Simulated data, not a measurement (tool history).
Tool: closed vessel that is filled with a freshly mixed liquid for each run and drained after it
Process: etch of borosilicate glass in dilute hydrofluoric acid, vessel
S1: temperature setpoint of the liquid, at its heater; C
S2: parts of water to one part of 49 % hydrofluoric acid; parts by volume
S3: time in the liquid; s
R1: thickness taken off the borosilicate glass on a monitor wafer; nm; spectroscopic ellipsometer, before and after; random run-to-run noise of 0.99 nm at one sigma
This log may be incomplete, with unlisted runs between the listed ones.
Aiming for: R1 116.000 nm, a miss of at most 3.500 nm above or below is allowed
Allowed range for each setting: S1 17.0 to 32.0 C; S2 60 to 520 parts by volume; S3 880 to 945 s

Run 1, hour 0.0: S1 24.0 C, S2 290 parts by volume, S3 880 s. Result: R1 39.169 nm.
Run 2, hour 5.3: S1 25.5 C, S2 290 parts by volume, S3 880 s. Result: R1 41.336 nm.
Run 3, hour 11.2: S1 26.0 C, S2 270 parts by volume, S3 880 s. Result: R1 45.584 nm.
Run 4, hour 17.2: S1 26.5 C, S2 250 parts by volume, S3 880 s. Result: R1 51.343 nm.
Run 5, hour 17.7: S1 27.0 C, S2 235 parts by volume, S3 880 s. Result: R1 56.441 nm.
Run 6, hour 21.8: S1 27.0 C, S2 275 parts by volume, S3 880 s. Result: R1 46.295 nm.
Run 7, hour 30.7: S1 27.5 C, S2 260 parts by volume, S3 880 s. Result: R1 49.941 nm.
Run 8, hour 37.8: S1 28.0 C, S2 245 parts by volume, S3 880 s. Result: R1 55.250 nm.
Run 9, hour 40.7: S1 32.0 C, S2 130 parts by volume, S3 885 s. Result: R1 138.320 nm.
Run 10, hour 41.6: S1 31.5 C, S2 130 parts by volume, S3 885 s. Result: R1 135.800 nm.
Run 11, hour 44.6: S1 31.0 C, S2 130 parts by volume, S3 885 s. Result: R1 132.750 nm.
Run 12, hour 47.4: S1 30.5 C, S2 130 parts by volume, S3 885 s. Result: R1 129.970 nm.
Run 13, hour 55.6: S1 27.0 C, S2 135 parts by volume, S3 885 s. Result: R1 110.570 nm.

Below are 4 possible settings for the next run. Only one of them brings all results inside the allowed miss of their targets. Which is it?
Run A, hour 63.8: S1 27.0 C, S2 140 parts by volume, S3 900 s. Result: R1 ?.
Run B, hour 63.8: S1 28.0 C, S2 150 parts by volume, S3 925 s. Result: R1 ?.
Run C, hour 63.8: S1 28.0 C, S2 140 parts by volume, S3 925 s. Result: R1 ?.
Run D, hour 63.8: S1 27.5 C, S2 140 parts by volume, S3 905 s. Result: R1 ?.

move       R1
   A  107.340
   B  105.530
   C  114.500
   D  109.970
A: its largest miss is bigger than the last run's
B: its largest miss is bigger than the last run's
C: every result within its allowed miss
D: its largest miss is bigger than the last run's
Move C is the one to make.
